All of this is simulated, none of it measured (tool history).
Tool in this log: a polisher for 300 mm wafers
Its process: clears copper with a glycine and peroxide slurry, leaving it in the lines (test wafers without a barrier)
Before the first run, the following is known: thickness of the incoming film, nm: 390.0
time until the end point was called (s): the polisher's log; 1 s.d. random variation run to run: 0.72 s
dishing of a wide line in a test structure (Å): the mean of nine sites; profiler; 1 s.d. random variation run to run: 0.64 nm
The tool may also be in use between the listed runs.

run,day,flow of slurry (ml/min),pressure of the wafer on the pad (psi),speed of the pad under the wafer (m/s),overpolish time after the end point (s),time until the end point was called (s),dishing of a wide line in a test structure (Å)
1,0.000,290,2.3,1.08,12,64.343,440.01
2,0.138,290,2.9,1.08,12,56.371,472.25
3,0.462,290,2.7,1.08,12,58.711,457.77
4,0.608,290,2.7,1.08,16,59.618,570.60
5,0.829,290,2.5,1.08,16,61.916,550.91
6,1.167,290,2.3,1.08,16,63.503,520.63

Forecast run 7:
7,1.300,290,2.1,1.08,16,?,?

Logged for run 7: time until the end point was called (s) 67.139, dishing of a wide line in a test structure (Å) 515.02.
